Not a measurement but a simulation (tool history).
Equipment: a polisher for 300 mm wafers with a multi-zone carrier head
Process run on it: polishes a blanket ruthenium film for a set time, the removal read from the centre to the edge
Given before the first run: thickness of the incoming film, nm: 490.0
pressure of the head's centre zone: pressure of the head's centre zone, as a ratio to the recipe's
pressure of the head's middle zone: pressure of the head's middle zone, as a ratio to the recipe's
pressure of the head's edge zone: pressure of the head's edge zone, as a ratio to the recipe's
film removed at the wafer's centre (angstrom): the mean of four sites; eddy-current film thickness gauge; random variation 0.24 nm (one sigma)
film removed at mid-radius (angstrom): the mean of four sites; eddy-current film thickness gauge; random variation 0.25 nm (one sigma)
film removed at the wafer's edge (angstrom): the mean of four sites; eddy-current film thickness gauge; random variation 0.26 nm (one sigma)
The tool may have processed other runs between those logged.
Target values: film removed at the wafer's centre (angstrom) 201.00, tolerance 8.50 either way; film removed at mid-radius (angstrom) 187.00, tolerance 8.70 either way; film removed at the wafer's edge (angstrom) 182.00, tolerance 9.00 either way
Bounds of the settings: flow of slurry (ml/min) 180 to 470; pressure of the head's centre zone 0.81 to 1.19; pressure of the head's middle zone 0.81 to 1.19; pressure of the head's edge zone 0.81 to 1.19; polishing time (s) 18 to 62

| run | hour | flow of slurry (ml/min) | pressure of the head's centre zone | pressure of the head's middle zone | pressure of the head's edge zone | polishing time (s) | film removed at the wafer's centre (angstrom) | film removed at mid-radius (angstrom) | film removed at the wafer's edge (angstrom) |
|---|---|---|---|---|---|---|---|---|---|
| 1 | 0.0 | 300 | 1.00 | 1.00 | 1.00 | 40 | 323.43 | 318.30 | 329.95 |
| 2 | 2.9 | 300 | 1.00 | 1.00 | 1.07 | 40 | 326.31 | 324.02 | 333.02 |
| 3 | 11.0 | 255 | 1.00 | 1.00 | 1.07 | 40 | 313.26 | 328.93 | 340.89 |
| 4 | 17.5 | 295 | 1.00 | 1.01 | 1.05 | 34 | 276.30 | 277.56 | 282.32 |
| 5 | 20.5 | 320 | 1.00 | 1.02 | 1.04 | 30 | 240.88 | 247.14 | 256.99 |
| 6 | 23.4 | 320 | 0.93 | 1.02 | 1.04 | 30 | 229.02 | 248.37 | 254.78 |
| 7 | 25.5 | 340 | 0.98 | 1.04 | 1.00 | 27 | 217.79 | 231.35 | 221.95 |
| 8 | 33.6 | 345 | 1.05 | 0.94 | 0.90 | 22 | 183.94 | 173.04 | 170.17 |
| 9 | 42.2 | 345 | 1.06 | 0.95 | 0.91 | 22 | 185.16 | 180.76 | 178.31 |
| 10 | 46.7 | 345 | 1.08 | 0.95 | 0.90 | 22 | 188.69 | 174.70 | 174.88 |
| 11 | 53.9 | 345 | 1.09 | 0.97 | 0.90 | 22 | 189.61 | 178.75 | 173.58 |
| 12 | 58.6 | 345 | 1.10 | 0.98 | 0.91 | 22 | 187.71 | 182.21 | 170.11 |
| 13 | 65.6 | 345 | 1.10 | 0.98 | 0.91 | 22 | 187.37 | 176.45 | 173.25 |

Consider the 5 candidate settings below. Which is the only one whose results all fall within their allowed miss of target?
| A | 72.6 | 440 | 0.87 | 1.07 | 0.99 | 22 | ? | ? | ? |
| B | 72.6 | 360 | 1.11 | 0.96 | 0.89 | 23 | ? | ? | ? |
| C | 72.6 | 380 | 1.07 | 1.04 | 0.91 | 20 | ? | ? | ? |
| D | 72.6 | 315 | 0.95 | 0.92 | 1.16 | 21 | ? | ? | ? |
| E | 72.6 | 325 | 1.00 | 0.98 | 1.08 | 20 | ? | ? | ? |

| move | film removed at the wafer's centre (angstrom) | film removed at mid-radius (angstrom) | film removed at the wafer's edge (angstrom) |
|---|---|---|---|
| A | 171.14 | 196.88 | 184.13 |
| B | 202.68 | 184.95 | 181.01 |
| C | 173.26 | 172.81 | 159.42 |
| D | 166.65 | 161.15 | 187.36 |
| E | 164.06 | 162.25 | 172.06 |
A: further off than the last run
B: meets every target
C: further off than the last run
D: further off than the last run
E: further off than the last run
So the answer is move B, the one that meets all the targets.

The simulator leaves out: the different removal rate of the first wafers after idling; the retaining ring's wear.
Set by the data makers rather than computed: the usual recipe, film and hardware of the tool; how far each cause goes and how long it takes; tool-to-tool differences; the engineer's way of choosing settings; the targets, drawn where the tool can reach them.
